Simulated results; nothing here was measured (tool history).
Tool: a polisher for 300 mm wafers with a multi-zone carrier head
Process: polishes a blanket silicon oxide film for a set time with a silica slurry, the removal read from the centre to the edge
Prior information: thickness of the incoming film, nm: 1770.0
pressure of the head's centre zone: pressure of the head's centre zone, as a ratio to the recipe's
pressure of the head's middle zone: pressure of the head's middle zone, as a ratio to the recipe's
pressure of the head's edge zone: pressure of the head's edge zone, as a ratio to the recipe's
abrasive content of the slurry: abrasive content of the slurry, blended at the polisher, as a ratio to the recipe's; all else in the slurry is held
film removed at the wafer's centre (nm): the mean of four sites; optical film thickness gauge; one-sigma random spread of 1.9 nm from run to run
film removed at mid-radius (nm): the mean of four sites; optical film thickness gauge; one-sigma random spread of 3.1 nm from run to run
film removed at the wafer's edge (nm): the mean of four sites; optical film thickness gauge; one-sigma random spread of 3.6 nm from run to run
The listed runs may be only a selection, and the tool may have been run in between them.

run	hour	flow of slurry (ml/min)	pressure of the head's centre zone	pressure of the head's middle zone	pressure of the head's edge zone	abrasive content of the slurry	polishing time (s)	film removed at the wafer's centre (nm)	film removed at mid-radius (nm)	film removed at the wafer's edge (nm)
1	0	255	1	1	1	1	59	234.7	240	239.48
2	8.1	255	1	1	1	0.9	59	217.84	223.07	225.72
3	16.2	285	1	1	1	0.9	59	221.72	224.82	220.16
4	23.3	275	0.98	1.04	1	1	59	235.14	252.36	239.21
5	28.9	270	0.96	1.08	1.01	1.05	59	232.08	266.78	243.95
6	30.9	270	0.96	1.08	1.01	1.15	59	247.15	282.32	262.78
7	37.9	275	0.95	1.11	1.02	1.2	59	253.24	293.36	274.14
8	44.8	280	0.93	1.13	1.01	1.25	59	251.01	305.51	271.63
9	47.8	285	0.92	1.14	1.01	1.3	59	255.53	313.93	276.99
10	56.4	285	0.91	1.15	1.01	1.35	59	255.04	324.4	291.7

Expected results for the next run?
11	59.3	295	0.91	1.16	1	1.35	59	?	?	?

Logged for run 11: film removed at the wafer's centre (nm) 259.86, film removed at mid-radius (nm) 323.67, film removed at the wafer's edge (nm) 286.55.

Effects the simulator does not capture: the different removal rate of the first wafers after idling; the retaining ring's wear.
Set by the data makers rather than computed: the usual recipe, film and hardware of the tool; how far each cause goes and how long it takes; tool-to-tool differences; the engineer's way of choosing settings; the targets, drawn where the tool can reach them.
